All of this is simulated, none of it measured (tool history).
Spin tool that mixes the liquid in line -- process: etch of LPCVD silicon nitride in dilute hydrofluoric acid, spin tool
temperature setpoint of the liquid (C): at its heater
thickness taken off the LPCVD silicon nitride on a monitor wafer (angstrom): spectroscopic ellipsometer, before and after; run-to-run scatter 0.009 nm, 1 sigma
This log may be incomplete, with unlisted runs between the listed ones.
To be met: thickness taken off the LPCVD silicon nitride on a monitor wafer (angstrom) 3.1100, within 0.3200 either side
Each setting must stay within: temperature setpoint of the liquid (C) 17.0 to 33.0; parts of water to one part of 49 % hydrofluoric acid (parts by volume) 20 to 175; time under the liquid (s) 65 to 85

run	hour	temperature setpoint of the liquid (C)	parts of water to one part of 49 % hydrofluoric acid (parts by volume)	time under the liquid (s)	thickness taken off the LPCVD silicon nitride on a monitor wafer (angstrom)
1	0.0	25.0	95	85	4.6140
2	6.6	24.0	100	85	4.0049
3	14.8	23.5	100	85	3.9455
4	17.8	23.5	100	85	3.6772
5	24.8	23.5	70	85	5.6162
6	30.5	23.5	70	65	4.0067
7	37.4	23.0	70	65	3.9547
8	45.0	22.5	70	65	3.9928
9	49.5	22.0	70	65	3.6664
10	51.4	21.5	70	65	3.7105
11	53.0	21.0	70	65	3.5662

Next run, 4 choices. One meets every target within its allowed miss, the rest don't. Which?
A	54.6	20.5	125	85	?
B	54.6	20.0	90	80	?
C	54.6	18.5	90	65	?
D	54.6	20.5	105	75	?

move	thickness taken off the LPCVD silicon nitride on a monitor wafer (angstrom)
A	2.4464
B	3.0676
C	2.2482
D	2.5595
A: pushes the last run's worst result past its target
B: all results in spec
C: pushes the last run's worst result past its target
D: pushes the last run's worst result past its target
B meets every target.
